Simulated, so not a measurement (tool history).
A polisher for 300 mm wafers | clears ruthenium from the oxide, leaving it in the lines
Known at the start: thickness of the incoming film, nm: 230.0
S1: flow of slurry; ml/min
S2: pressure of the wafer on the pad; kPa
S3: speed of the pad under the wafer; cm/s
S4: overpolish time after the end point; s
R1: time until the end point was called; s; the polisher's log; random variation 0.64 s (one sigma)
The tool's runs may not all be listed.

| run | hour | S1 | S2 | S3 | S4 | R1 |
|---|---|---|---|---|---|---|
| 1 | 0.0 | 140 | 14.5 | 120 | 10 | 132.830 |
| 2 | 2.6 | 140 | 14.5 | 136 | 10 | 119.110 |
| 3 | 3.1 | 140 | 14.5 | 136 | 10 | 117.280 |
| 4 | 6.6 | 150 | 16.5 | 136 | 10 | 103.030 |
| 5 | 9.9 | 150 | 16.5 | 136 | 10 | 101.650 |
| 6 | 15.9 | 160 | 17.9 | 136 | 10 | 93.187 |
| 7 | 18.8 | 165 | 19.3 | 136 | 10 | 86.081 |
| 8 | 26.9 | 170 | 20.0 | 136 | 10 | 82.184 |
| 9 | 31.6 | 170 | 20.7 | 136 | 10 | 80.713 |

The next listed run, before its measurement:
| 10 | 40.1 | 175 | 21.4 | 136 | 10 | ? |

Run 10 gave R1 77.048 s.

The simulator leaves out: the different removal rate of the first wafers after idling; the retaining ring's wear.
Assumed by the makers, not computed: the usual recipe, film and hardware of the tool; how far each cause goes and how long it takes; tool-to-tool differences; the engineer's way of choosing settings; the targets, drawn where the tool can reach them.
